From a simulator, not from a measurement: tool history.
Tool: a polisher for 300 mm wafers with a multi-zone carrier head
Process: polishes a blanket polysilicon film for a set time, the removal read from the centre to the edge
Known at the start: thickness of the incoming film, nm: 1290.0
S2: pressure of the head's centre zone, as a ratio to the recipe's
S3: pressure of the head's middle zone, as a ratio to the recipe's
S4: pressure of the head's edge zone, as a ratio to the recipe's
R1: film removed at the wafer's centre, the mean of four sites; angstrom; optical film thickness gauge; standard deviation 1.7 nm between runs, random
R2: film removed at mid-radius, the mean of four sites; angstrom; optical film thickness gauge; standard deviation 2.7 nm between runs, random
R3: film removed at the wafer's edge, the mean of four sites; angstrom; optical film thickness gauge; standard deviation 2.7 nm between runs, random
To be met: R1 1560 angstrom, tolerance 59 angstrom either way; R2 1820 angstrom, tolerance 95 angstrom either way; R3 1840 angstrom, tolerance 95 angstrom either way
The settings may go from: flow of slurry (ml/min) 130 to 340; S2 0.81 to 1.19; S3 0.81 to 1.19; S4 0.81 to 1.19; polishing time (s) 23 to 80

run 1 hour=0 | flow_of_slurry_(ml/min)=220 S2=1 S3=1 S4=1 polishing_time_(s)=51 | R1=2958.6 R2=2965.7 R3=2910.8
run 2 hour=3.8 | flow_of_slurry_(ml/min)=210 S2=0.96 S3=0.99 S4=0.99 polishing_time_(s)=46 | R1=2546.6 R2=2636.7 R3=2664.7
run 3 hour=6.1 | flow_of_slurry_(ml/min)=210 S2=0.94 S3=0.99 S4=0.97 polishing_time_(s)=41 | R1=2245.3 R2=2367.6 R3=2331.8
run 4 hour=7.5 | flow_of_slurry_(ml/min)=205 S2=0.91 S3=0.98 S4=0.96 polishing_time_(s)=38 | R1=1986.3 R2=2153.1 R3=2246.2
run 5 hour=10.1 | flow_of_slurry_(ml/min)=175 S2=0.91 S3=0.98 S4=0.96 polishing_time_(s)=38 | R1=1940.7 R2=2097.4 R3=2134.3
run 6 hour=12 | flow_of_slurry_(ml/min)=175 S2=0.91 S3=0.93 S4=0.96 polishing_time_(s)=38 | R1=1905.9 R2=2024.7 R3=2092.2
-- hour=19 slurry nozzle cleaned
run 7 hour=19 | flow_of_slurry_(ml/min)=165 S2=0.89 S3=0.93 S4=0.94 polishing_time_(s)=37 | R1=1859.6 R2=1965.9 R3=2084.5
run 8 hour=21.9 | flow_of_slurry_(ml/min)=160 S2=0.88 S3=0.95 S4=0.94 polishing_time_(s)=36 | R1=1785.5 R2=1962.3 R3=2009.1
run 9 hour=23.3 | flow_of_slurry_(ml/min)=155 S2=0.87 S3=0.95 S4=0.94 polishing_time_(s)=35 | R1=1725.3 R2=1891.6 R3=1930.3
run 10 hour=28.8 | flow_of_slurry_(ml/min)=150 S2=0.86 S3=0.95 S4=0.94 polishing_time_(s)=35 | R1=1689.3 R2=1876.9 R3=1944.7
run 11 hour=30.5 | flow_of_slurry_(ml/min)=145 S2=0.85 S3=0.96 S4=0.93 polishing_time_(s)=35 | R1=1634.9 R2=1855.4 R3=1949

Which of these 5 next moves meets every target?
run A hour=32.2 | flow_of_slurry_(ml/min)=145 S2=0.86 S3=0.95 S4=0.87 polishing_time_(s)=37 | R1=? R2=? R3=?
run B hour=32.2 | flow_of_slurry_(ml/min)=135 S2=0.84 S3=0.97 S4=0.92 polishing_time_(s)=34 | R1=? R2=? R3=?
run C hour=32.2 | flow_of_slurry_(ml/min)=185 S2=0.88 S3=0.98 S4=0.82 polishing_time_(s)=34 | R1=? R2=? R3=?
run D hour=32.2 | flow_of_slurry_(ml/min)=130 S2=0.86 S3=0.96 S4=0.93 polishing_time_(s)=36 | R1=? R2=? R3=?
run E hour=32.2 | flow_of_slurry_(ml/min)=140 S2=0.89 S3=0.87 S4=0.91 polishing_time_(s)=35 | R1=? R2=? R3=?

move=A R1=1751.9 R2=1966.9 R3=1966.6
move=B R1=1546.1 R2=1810.1 R3=1833.9
move=C R1=1730.8 R2=1934 R3=1816.1
move=D R1=1660.5 R2=1885.2 R3=1940.4
move=E R1=1700.8 R2=1725.6 R3=1891.1
A: the biggest miss grows against the last run
B: in spec on every target
C: the biggest miss grows against the last run
D: the biggest miss grows against the last run
E: the biggest miss grows against the last run
Correct choice: B, which meets every target
